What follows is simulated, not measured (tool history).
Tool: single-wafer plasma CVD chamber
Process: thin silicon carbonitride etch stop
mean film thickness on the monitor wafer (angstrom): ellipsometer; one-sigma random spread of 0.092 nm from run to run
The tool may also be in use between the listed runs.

run  hour  RF power (kW)  deposition time (s)  mean film thickness on the monitor wafer (angstrom)
  1   0.0          0.220                 25.0                                               154.69
  2   4.1          0.235                 25.4                                               160.38
  3  12.6          0.205                 25.4                                               150.97
  4  14.8          0.205                 23.2                                               138.55
  5  19.2          0.220                 23.2                                               143.75
  6  25.7          0.240                 23.8                                               153.54

Run 7 has not been measured yet. What should we expect?
  7  26.7          0.255                 24.1                                                    ?

{"run 7": {"mean film thickness on the monitor wafer (angstrom)": 158.15}}
